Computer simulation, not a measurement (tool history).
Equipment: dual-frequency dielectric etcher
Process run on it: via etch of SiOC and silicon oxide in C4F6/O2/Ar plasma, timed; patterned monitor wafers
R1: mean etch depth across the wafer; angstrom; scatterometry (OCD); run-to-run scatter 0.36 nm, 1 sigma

Run 1, hour 0.0: source power (kW) 0.470, bias power (kW) 0.121, etch time (s) 94.5. Result: R1 943.13 angstrom.
Run 2, hour 1.7: source power (kW) 0.470, bias power (kW) 0.121, etch time (s) 94.5. Result: R1 943.71 angstrom.
Run 3, hour 8.6: source power (kW) 0.470, bias power (kW) 0.121, etch time (s) 99.0. Result: R1 982.32 angstrom.
Run 4, hour 13.3: source power (kW) 0.390, bias power (kW) 0.121, etch time (s) 99.0. Result: R1 923.82 angstrom.
Run 5, hour 14.0: source power (kW) 0.380, bias power (kW) 0.120, etch time (s) 99.0. Result: R1 917.68 angstrom.
Run 6, hour 22.0: source power (kW) 0.370, bias power (kW) 0.119, etch time (s) 99.0. Result: R1 910.70 angstrom.
Run 7, hour 27.1: source power (kW) 0.360, bias power (kW) 0.118, etch time (s) 99.0. Result: R1 902.01 angstrom.
Run 8, hour 30.2: source power (kW) 0.350, bias power (kW) 0.117, etch time (s) 99.0. Result: R1 889.33 angstrom.
Run 9, hour 32.4: source power (kW) 0.340, bias power (kW) 0.116, etch time (s) 99.0. Result: R1 885.06 angstrom.

Predict the results of run 10:
Run 10, hour 34.2: source power (kW) 0.330, bias power (kW) 0.115, etch time (s) 99.0. Result: R1 ?.

R1: 871.15 angstrom

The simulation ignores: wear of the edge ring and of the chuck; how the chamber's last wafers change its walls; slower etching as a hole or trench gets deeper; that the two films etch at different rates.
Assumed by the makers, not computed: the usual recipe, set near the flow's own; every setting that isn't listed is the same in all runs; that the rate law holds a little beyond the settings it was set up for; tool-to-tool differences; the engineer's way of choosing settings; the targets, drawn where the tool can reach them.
